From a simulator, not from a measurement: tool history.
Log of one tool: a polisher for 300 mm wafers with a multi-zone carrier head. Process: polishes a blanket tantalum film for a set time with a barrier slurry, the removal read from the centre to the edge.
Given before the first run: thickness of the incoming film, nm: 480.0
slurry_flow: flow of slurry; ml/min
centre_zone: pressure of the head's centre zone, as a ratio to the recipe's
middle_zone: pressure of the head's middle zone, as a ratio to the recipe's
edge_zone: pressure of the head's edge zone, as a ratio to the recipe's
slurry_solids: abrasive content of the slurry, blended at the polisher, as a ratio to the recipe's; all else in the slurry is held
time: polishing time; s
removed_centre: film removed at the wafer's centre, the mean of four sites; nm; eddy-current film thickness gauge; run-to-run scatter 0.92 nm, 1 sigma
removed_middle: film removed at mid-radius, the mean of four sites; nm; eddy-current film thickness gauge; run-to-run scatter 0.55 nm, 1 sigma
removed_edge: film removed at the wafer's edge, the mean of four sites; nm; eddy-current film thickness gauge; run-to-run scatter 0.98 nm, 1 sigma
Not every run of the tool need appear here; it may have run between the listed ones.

run  hour  slurry_flow  centre_zone  middle_zone  edge_zone  slurry_solids  time  removed_centre  removed_middle  removed_edge
  1     0          175            1            1          1              1    69          113.23          115.86        111.44
  2   7.5          175            1            1          1            0.9    69          106.93          110.63        104.79
  3  13.1          175            1            1          1              1    69          112.17          115.74        109.17
  4  21.8          200            1            1          1              1    69           115.6          115.97        112.43
  5  29.7          195         0.99         0.99       0.98           0.95    68          109.82          111.37        107.99
  6  37.7          195         0.99         0.99       1.05           0.95    68          108.25          111.27        113.26
  7    44          190         0.98         0.98       1.03            0.9    67          103.12          106.41        106.36

Run 8 comes next. What will it give?
  8  49.8          140         0.88         0.88       0.93           0.65    63               ?               ?             ?

removed_centre: 65.362 nm
removed_middle: 68.093 nm
removed_edge: 69.617 nm
